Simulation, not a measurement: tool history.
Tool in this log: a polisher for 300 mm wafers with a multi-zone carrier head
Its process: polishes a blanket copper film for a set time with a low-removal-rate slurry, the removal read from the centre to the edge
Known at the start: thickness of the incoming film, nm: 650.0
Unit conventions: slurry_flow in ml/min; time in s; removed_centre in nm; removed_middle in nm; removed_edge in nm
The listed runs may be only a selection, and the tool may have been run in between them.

run,day,slurry_flow,centre_zone,middle_zone,edge_zone,slurry_solids,time,removed_centre,removed_middle,removed_edge
1,0,260,1,1,1,1,73,112.5,110.67,112.02
2,0.312,260,1.01,0.99,1.02,1.05,75,117.84,112.43,116.6
3,0.425,260,1.02,0.98,1.04,1.1,77,121.4,115.12,124.64
4,0.767,260,1.02,0.98,1.01,1.1,77,123.07,115.94,119.58
5,1.129,260,1.1,0.98,1.01,1.1,77,131.97,112.95,119.78
6,1.496,305,1.1,0.98,1.01,1.1,77,133.84,115.97,123.21

Run 7, settings as shown, results not yet in. Your forecast:
7,1.646,310,1.11,0.98,1.03,1.15,78,?,?,?

removed_centre: 137.19 nm
removed_middle: 119.16 nm
removed_edge: 124.18 nm
